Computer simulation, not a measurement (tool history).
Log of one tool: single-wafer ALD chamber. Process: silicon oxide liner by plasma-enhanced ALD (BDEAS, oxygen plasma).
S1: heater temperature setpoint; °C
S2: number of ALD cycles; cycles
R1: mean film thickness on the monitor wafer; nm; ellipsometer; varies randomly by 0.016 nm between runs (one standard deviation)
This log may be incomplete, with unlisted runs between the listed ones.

| run | hour | S1 | S2 | R1 |
|---|---|---|---|---|
| 1 | 0.0 | 320 | 57 | 5.6189 |
| 2 | 3.1 | 324 | 57 | 5.6133 |
| 3 | 3.9 | 324 | 64 | 6.3165 |
| 4 | 10.2 | 324 | 61 | 5.9899 |
| 5 | 13.3 | 324 | 66 | 6.4837 |
| 6 | 17.8 | 320 | 66 | 6.4891 |
| 7 | 21.4 | 320 | 63 | 6.2395 |
| 8 | 27.7 | 321 | 60 | 5.9142 |
| 9 | 30.8 | 321 | 58 | 5.7012 |
| 10 | 38.8 | 321 | 56 | 5.4934 |

Run 11 comes next. What will it give?
| 11 | 43.0 | 321 | 54 | ? |

Logged for run 11: R1 5.3145 nm.

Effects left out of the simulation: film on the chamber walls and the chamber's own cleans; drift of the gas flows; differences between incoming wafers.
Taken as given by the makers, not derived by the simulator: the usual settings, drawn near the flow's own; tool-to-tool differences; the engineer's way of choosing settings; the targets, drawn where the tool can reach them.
